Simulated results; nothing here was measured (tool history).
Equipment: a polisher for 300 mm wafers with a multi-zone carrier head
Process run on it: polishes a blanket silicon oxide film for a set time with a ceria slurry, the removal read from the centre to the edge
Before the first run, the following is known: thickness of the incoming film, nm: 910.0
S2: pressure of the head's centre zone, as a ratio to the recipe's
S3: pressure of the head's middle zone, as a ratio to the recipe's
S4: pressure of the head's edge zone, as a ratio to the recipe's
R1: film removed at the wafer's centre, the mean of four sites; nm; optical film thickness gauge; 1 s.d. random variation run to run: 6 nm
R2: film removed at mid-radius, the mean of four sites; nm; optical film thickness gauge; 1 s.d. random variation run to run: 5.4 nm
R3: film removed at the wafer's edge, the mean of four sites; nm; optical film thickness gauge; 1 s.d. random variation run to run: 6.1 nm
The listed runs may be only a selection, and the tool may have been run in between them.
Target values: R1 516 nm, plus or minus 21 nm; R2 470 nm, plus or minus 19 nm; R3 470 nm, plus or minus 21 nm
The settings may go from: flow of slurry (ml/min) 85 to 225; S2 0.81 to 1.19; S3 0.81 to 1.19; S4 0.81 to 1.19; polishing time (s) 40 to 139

{"run": 1, "hour": 0.0, "flow of slurry (ml/min)": 145, "S2": 1, "S3": 1, "S4": 1, "polishing time (s)": 89, "R1": 378.89, "R2": 385.51, "R3": 381.17}
{"run": 2, "hour": 5.1, "flow of slurry (ml/min)": 115, "S2": 1, "S3": 1, "S4": 1, "polishing time (s)": 89, "R1": 347.33, "R2": 361.58, "R3": 367.01}
{"run": 3, "hour": 12.6, "flow of slurry (ml/min)": 115, "S2": 1, "S3": 0.94, "S4": 1, "polishing time (s)": 89, "R1": 353.87, "R2": 344.84, "R3": 367.28}
{"run": 4, "hour": 17.7, "flow of slurry (ml/min)": 115, "S2": 0.92, "S3": 0.94, "S4": 1, "polishing time (s)": 89, "R1": 326.77, "R2": 351.92, "R3": 368.65}
{"run": 5, "hour": 26.6, "flow of slurry (ml/min)": 115, "S2": 0.92, "S3": 0.94, "S4": 1, "polishing time (s)": 102, "R1": 377.62, "R2": 397.17, "R3": 426.51}
{"run": 6, "hour": 29.4, "flow of slurry (ml/min)": 115, "S2": 0.92, "S3": 0.94, "S4": 1, "polishing time (s)": 109, "R1": 398, "R2": 421.3, "R3": 452.86}
{"run": 7, "hour": 33.6, "flow of slurry (ml/min)": 155, "S2": 1.02, "S3": 0.97, "S4": 0.95, "polishing time (s)": 108, "R1": 468.84, "R2": 476.53, "R3": 463.34}
{"run": 8, "hour": 41.8, "flow of slurry (ml/min)": 160, "S2": 1.03, "S3": 0.96, "S4": 0.95, "polishing time (s)": 108, "R1": 474.38, "R2": 463.18, "R3": 471.99}
{"run": 9, "hour": 46.1, "flow of slurry (ml/min)": 165, "S2": 1.04, "S3": 0.96, "S4": 0.94, "polishing time (s)": 108, "R1": 484.81, "R2": 462.27, "R3": 460.17}

Which single option among these 5 for the next run brings every result within its allowed miss of target? Just one does.
{"run": "A", "hour": 50.4, "flow of slurry (ml/min)": 165, "S2": 1.09, "S3": 0.87, "S4": 0.93, "polishing time (s)": 119, "R1": "?", "R2": "?", "R3": "?"}
{"run": "B", "hour": 50.4, "flow of slurry (ml/min)": 170, "S2": 0.97, "S3": 0.93, "S4": 0.97, "polishing time (s)": 108, "R1": "?", "R2": "?", "R3": "?"}
{"run": "C", "hour": 50.4, "flow of slurry (ml/min)": 170, "S2": 1.03, "S3": 0.88, "S4": 0.85, "polishing time (s)": 116, "R1": "?", "R2": "?", "R3": "?"}
{"run": "D", "hour": 50.4, "flow of slurry (ml/min)": 150, "S2": 1.02, "S3": 0.96, "S4": 0.97, "polishing time (s)": 106, "R1": "?", "R2": "?", "R3": "?"}
{"run": "E", "hour": 50.4, "flow of slurry (ml/min)": 225, "S2": 1.17, "S3": 0.86, "S4": 0.99, "polishing time (s)": 103, "R1": "?", "R2": "?", "R3": "?"}

move=A R1=566.03 R2=477.25 R3=507.85
move=B R1=459.77 R2=460.57 R3=470.85
move=C R1=524.43 R2=472.42 R3=478.72
move=D R1=462.02 R2=452.94 R3=453.88
move=E R1=555.63 R2=429.5 R3=468.34
A: takes the result that was furthest off past its target
B: further off than the last run
C: hits every target within its allowed miss
D: further off than the last run
E: takes the result that was furthest off past its target
C is the move that brings every result within its allowed miss.
